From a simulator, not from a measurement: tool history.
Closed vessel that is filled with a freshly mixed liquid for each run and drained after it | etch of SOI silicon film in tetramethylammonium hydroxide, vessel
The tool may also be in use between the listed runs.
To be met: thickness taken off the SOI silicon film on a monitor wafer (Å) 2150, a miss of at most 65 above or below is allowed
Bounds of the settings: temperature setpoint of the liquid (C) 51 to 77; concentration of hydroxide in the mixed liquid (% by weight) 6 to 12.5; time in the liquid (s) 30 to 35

run,hour,temperature setpoint of the liquid (C),concentration of hydroxide in the mixed liquid (% by weight),time in the liquid (s),thickness taken off the SOI silicon film on a monitor wafer (Å)
1,0,64,8.5,35,1765.5
2,5.6,65,8.5,35,1853.5
3,13.4,65,7.5,35,1927.8
4,15.8,62.5,7.5,35,1662.1
5,22.5,62.5,7.5,35,1668.3
6,29.9,63.5,7.5,35,1771.2
7,35.2,64.5,7.5,35,1869
8,39.8,67.5,7.5,35,2234.5

5 candidate next runs follow, results not yet known. Just one meets every target within its allowed miss. Identify it.
A,44.4,67.5,8.5,35,?
B,44.4,68.5,8.5,35,?
C,44.4,68.5,8,30,?
D,44.4,72,9,30,?
E,44.4,68,7,35,?

move,thickness taken off the SOI silicon film on a monitor wafer (Å)
A,2140
B,2271
C,1985.1
D,2342.5
E,2335.7
A: all results land within tolerance of their targets
B: the biggest miss grows against the last run
C: carries the result that was furthest off beyond its target, to the other side
D: the biggest miss grows against the last run
E: the biggest miss grows against the last run
The right move is A.
